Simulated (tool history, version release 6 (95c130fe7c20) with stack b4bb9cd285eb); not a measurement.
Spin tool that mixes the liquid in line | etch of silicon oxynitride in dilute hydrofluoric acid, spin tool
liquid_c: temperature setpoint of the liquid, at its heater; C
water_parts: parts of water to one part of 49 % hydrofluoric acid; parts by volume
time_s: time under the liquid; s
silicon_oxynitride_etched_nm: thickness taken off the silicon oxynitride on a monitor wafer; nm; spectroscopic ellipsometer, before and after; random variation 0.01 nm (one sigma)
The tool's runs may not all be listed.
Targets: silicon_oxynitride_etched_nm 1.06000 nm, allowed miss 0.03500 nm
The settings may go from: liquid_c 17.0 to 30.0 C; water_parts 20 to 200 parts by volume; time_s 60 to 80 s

| run | hour | liquid_c | water_parts | time_s | silicon_oxynitride_etched_nm |
|---|---|---|---|---|---|
| 1 | 0.0 | 22.0 | 110 | 80 | 0.87653 |
| 2 | 8.7 | 22.0 | 110 | 80 | 0.87494 |
| 3 | 10.3 | 22.0 | 85 | 80 | 1.15180 |
| 4 | 11.9 | 21.0 | 85 | 80 | 1.10280 |
| 5 | 18.5 | 21.0 | 55 | 80 | 1.73370 |
| 6 | 27.5 | 21.0 | 35 | 80 | 2.76050 |
| 7 | 34.4 | 21.0 | 35 | 80 | 2.76560 |
| 8 | 36.6 | 20.5 | 40 | 80 | 2.35690 |

4 next moves are on the table. One of them brings every result within its allowed miss. Which?
| A | 38.8 | 20.0 | 75 | 65 | ? |
| B | 38.8 | 17.5 | 65 | 70 | ? |
| C | 38.8 | 19.0 | 65 | 60 | ? |
| D | 38.8 | 17.5 | 65 | 75 | ? |

| move | silicon_oxynitride_etched_nm |
|---|---|
| A | 0.96919 |
| B | 1.06950 |
| C | 0.98901 |
| D | 1.14590 |
A: takes the result that was furthest off past its target
B: meets every target
C: takes the result that was furthest off past its target
D: nearer than the last run, and not there yet
The right move is B.

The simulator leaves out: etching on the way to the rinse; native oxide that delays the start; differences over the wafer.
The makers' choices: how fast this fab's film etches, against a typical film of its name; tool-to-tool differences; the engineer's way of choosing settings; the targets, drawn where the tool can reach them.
